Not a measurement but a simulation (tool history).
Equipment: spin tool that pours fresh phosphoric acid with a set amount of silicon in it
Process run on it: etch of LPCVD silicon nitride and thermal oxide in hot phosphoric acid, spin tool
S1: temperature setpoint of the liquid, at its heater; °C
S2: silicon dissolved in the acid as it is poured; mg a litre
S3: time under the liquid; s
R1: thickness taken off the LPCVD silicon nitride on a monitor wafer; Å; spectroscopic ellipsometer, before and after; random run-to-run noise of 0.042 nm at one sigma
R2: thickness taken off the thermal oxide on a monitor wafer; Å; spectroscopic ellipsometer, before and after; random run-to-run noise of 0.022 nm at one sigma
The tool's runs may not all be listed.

run  hour     S1    S2  S3      R1       R2
  1     0    162    16  85   74.77   1.7088
  2   2.1  162.5    18  85  76.047   2.3519
  3  10.5  162.5    18  65  58.638   1.6056
  4  15.8    162    18  70  61.914    1.786
  5  18.4    162    18  50  43.924   1.2834
  6  23.4  162.5  20.5  55  49.429  0.94653

The next listed run, before its measurement:
  7  24.3  163  20.5  60   ?   ?

Run 7 gave R1 54.73 Å, R2 1.1629 Å.
